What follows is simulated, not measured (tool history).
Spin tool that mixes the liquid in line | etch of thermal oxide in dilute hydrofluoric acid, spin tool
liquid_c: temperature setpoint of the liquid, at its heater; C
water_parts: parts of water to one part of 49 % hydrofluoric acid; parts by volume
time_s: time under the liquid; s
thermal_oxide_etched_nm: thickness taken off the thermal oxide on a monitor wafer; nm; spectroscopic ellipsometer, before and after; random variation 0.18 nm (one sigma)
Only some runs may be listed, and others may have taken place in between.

run,day,liquid_c,water_parts,time_s,thermal_oxide_etched_nm
1,0.000,23.0,65,270,16.263
2,0.029,24.5,65,270,17.314
3,0.342,24.5,65,270,17.406
4,0.629,21.5,65,270,15.328
5,0.900,21.5,65,295,16.742
6,1.004,21.5,65,295,16.715
7,1.233,21.5,65,295,16.976
8,1.408,24.0,65,295,18.473
9,1.500,26.0,60,295,22.020
10,1.733,27.5,60,295,23.438

Estimate the outcome of run 11 from the log above:
# day 2.050: thermometer replaced
11,2.050,28.5,60,295,?

For run 11 the tool returned thermal_oxide_etched_nm 26.641 nm.

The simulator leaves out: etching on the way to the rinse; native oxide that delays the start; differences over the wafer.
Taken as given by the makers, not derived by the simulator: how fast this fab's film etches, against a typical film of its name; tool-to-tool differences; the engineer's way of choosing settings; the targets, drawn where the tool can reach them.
